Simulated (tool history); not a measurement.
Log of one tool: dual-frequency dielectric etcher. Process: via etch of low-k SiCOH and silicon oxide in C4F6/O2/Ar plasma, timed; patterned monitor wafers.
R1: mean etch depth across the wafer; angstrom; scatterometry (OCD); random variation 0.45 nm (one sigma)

Run 1, hour 0: source power (W) 250, bias power (W) 162, etch time (s) 31.5. Result: R1 579.24 angstrom.
Run 2, hour 7.5: source power (W) 210, bias power (W) 162, etch time (s) 31.5. Result: R1 554.65 angstrom.
Run 3, hour 14.3: source power (W) 230, bias power (W) 169, etch time (s) 31.5. Result: R1 573.23 angstrom.
Run 4, hour 16.8: source power (W) 230, bias power (W) 188, etch time (s) 31.5. Result: R1 609.72 angstrom.
Run 5, hour 25.7: source power (W) 230, bias power (W) 188, etch time (s) 28.5. Result: R1 546.73 angstrom.
Run 6, hour 28.8: source power (W) 230, bias power (W) 188, etch time (s) 31.5. Result: R1 605.89 angstrom.
Run 7, hour 34.2: source power (W) 240, bias power (W) 191, etch time (s) 31.5. Result: R1 614.67 angstrom.
Run 8, hour 41.5: source power (W) 250, bias power (W) 193, etch time (s) 31.5. Result: R1 634.42 angstrom.
Run 9, hour 50.5: source power (W) 260, bias power (W) 194, etch time (s) 31.5. Result: R1 638.6 angstrom.
Run 10, hour 51.8: source power (W) 270, bias power (W) 195, etch time (s) 31.5. Result: R1 649.33 angstrom.
Run 11, hour 54.6: source power (W) 270, bias power (W) 196, etch time (s) 31.5. Result: R1 657.27 angstrom.
Run 12, hour 58.3: source power (W) 270, bias power (W) 197, etch time (s) 31.5. Result: R1 653.07 angstrom.
Run 13, hour 66: source power (W) 270, bias power (W) 198, etch time (s) 31.5. Result: R1 652.79 angstrom.

Run 14 comes next. What will it give?
Run 14, hour 69.3: source power (W) 270, bias power (W) 199, etch time (s) 31.5. Result: R1 ?.

{"run 14": {"R1": 654.82}}
